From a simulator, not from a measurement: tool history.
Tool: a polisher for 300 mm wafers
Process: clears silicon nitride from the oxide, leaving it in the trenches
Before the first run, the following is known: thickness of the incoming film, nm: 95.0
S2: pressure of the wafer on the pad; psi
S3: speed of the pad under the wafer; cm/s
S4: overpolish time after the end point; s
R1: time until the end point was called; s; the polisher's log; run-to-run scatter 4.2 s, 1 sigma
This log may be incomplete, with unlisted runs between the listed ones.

run 1 hour=0.0 | flow_of_slurry_(ml/min)=160 S2=2.2 S3=86 S4=18 | R1=130.93
run 2 hour=2.2 | flow_of_slurry_(ml/min)=160 S2=2.0 S3=84 S4=18 | R1=146.02
run 3 hour=9.6 | flow_of_slurry_(ml/min)=160 S2=2.3 S3=84 S4=18 | R1=127.18
run 4 hour=12.8 | flow_of_slurry_(ml/min)=160 S2=2.1 S3=82 S4=18 | R1=137.15
-- hour=17.9 head pressure recalibrated
run 5 hour=17.9 | flow_of_slurry_(ml/min)=160 S2=2.1 S3=70 S4=18 | R1=164.50
run 6 hour=20.8 | flow_of_slurry_(ml/min)=135 S2=2.1 S3=70 S4=18 | R1=173.31
run 7 hour=29.6 | flow_of_slurry_(ml/min)=130 S2=2.0 S3=70 S4=18 | R1=176.36
run 8 hour=34.0 | flow_of_slurry_(ml/min)=130 S2=1.8 S3=70 S4=18 | R1=205.91

Run 9 is up next; what results do you expect?
run 9 hour=38.4 | flow_of_slurry_(ml/min)=130 S2=1.7 S3=70 S4=18 | R1=?

Run 9 produced R1 215.83 s.

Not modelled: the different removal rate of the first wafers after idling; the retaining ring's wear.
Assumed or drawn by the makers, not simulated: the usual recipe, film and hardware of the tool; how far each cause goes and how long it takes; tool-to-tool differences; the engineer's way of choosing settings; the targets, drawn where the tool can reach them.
